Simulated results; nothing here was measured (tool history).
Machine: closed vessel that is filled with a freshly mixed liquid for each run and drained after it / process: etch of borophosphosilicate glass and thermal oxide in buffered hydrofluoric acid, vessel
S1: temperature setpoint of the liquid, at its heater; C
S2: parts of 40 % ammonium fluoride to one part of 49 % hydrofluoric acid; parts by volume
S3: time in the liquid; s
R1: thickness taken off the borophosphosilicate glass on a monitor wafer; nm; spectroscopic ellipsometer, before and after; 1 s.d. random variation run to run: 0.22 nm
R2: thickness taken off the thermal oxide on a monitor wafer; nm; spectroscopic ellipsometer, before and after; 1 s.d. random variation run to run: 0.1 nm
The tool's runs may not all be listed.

run 1 hour=0.0 | S1=20.0 S2=21.0 S3=60 | R1=87.148 R2=28.369
run 2 hour=5.2 | S1=22.0 S2=21.0 S3=60 | R1=97.156 R2=31.861
run 3 hour=9.6 | S1=20.5 S2=22.5 S3=60 | R1=85.060 R2=28.054
run 4 hour=14.3 | S1=20.5 S2=22.5 S3=45 | R1=64.110 R2=21.042
run 5 hour=17.2 | S1=20.5 S2=22.5 S3=70 | R1=99.662 R2=33.048
run 6 hour=26.4 | S1=19.5 S2=24.5 S3=70 | R1=88.700 R2=29.078

Estimate the outcome of run 7 from the log above:
run 7 hour=33.7 | S1=19.0 S2=26.0 S3=70 | R1=? R2=?

Run 7 gave R1 82.952 nm, R2 27.193 nm.

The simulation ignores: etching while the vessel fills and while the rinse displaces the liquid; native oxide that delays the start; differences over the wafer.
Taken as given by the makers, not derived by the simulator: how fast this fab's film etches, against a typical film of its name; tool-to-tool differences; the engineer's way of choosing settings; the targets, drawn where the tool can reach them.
